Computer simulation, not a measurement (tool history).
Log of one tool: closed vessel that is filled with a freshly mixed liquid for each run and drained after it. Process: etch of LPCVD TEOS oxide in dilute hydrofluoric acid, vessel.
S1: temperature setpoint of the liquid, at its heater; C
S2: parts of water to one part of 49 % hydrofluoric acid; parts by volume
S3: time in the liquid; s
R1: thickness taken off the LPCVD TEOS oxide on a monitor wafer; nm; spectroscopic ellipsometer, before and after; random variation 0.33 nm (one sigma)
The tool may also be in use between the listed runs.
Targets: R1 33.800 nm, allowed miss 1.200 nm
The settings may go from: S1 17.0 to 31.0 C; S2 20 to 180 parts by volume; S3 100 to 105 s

run,hour,S1,S2,S3,R1
1,0.0,23.0,100,100,45.462
2,6.5,22.5,100,100,44.020
3,10.4,22.5,100,105,45.420
4,15.3,22.0,100,105,44.670
5,19.7,21.5,100,105,44.082
6,28.3,21.0,100,105,43.524
7,34.4,20.5,100,105,42.434
8,35.7,20.0,100,105,41.273
9,37.4,19.5,100,105,40.800
10,43.9,18.0,105,105,35.694

Which of these 5 next moves meets every target?
A,50.4,18.0,115,100,?
B,50.4,17.5,110,105,?
C,50.4,20.5,130,105,?
D,50.4,17.0,115,105,?
E,50.4,19.0,120,100,?

move,R1
A,31.067
B,33.576
C,31.449
D,31.291
E,30.862
A: takes the result that was furthest off past its target
B: meets every target
C: takes the result that was furthest off past its target
D: takes the result that was furthest off past its target
E: takes the result that was furthest off past its target
Answer: B
